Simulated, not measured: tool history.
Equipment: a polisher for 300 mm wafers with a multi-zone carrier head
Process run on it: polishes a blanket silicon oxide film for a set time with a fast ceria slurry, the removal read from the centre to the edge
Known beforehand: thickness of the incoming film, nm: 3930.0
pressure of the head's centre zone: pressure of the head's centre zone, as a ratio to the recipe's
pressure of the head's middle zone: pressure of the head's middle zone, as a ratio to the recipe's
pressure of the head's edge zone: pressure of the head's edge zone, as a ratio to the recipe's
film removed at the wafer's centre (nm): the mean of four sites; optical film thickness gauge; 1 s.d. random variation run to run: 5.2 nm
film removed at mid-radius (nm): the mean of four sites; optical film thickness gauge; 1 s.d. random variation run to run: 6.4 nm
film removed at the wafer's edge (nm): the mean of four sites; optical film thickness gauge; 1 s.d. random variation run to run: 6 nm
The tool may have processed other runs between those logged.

run  hour  flow of slurry (ml/min)  pressure of the head's centre zone  pressure of the head's middle zone  pressure of the head's edge zone  polishing time (s)  film removed at the wafer's centre (nm)  film removed at mid-radius (nm)  film removed at the wafer's edge (nm)
  1     0                      290                                   1                                   1                                 1                  72                                   525.65                            540.8                                 562.22
  2   1.3                      295                                1.02                                   1                              1.01                  72                                   537.23                           533.78                                 567.36
  3   4.2                      300                                1.04                                1.01                              1.01                  72                                   549.64                           547.76                                 576.02
  4   6.5                      310                                1.06                                1.01                              1.01                  72                                   562.27                            558.4                                 564.98
  5   7.3                      310                                1.06                                1.01                              0.95                  72                                   564.68                           550.87                                 547.81
  6  13.7                      315                                1.07                                1.01                              0.97                  72                                   568.08                           558.41                                 555.21
     19.7  -- edge zone pressure recalibrated
  7  19.7                      320                                1.08                                1.01                              0.99                  72                                   577.15                           552.43                                  547.4
  8  26.9                      315                                1.09                                1.01                                 1                  73                                   585.95                           561.55                                  553.6
  9    33                      315                                1.09                                   1                              1.01                  74                                   591.55                           560.66                                 571.25

Run 10 has not been measured yet. What should we expect?
 10  33.7                      315                                 1.1                                   1                              1.02                  74                                        ?                                ?                                      ?

{"run 10": {"film removed at the wafer's centre (nm)": 595.92, "film removed at mid-radius (nm)": 566.46, "film removed at the wafer's edge (nm)": 574.8}}

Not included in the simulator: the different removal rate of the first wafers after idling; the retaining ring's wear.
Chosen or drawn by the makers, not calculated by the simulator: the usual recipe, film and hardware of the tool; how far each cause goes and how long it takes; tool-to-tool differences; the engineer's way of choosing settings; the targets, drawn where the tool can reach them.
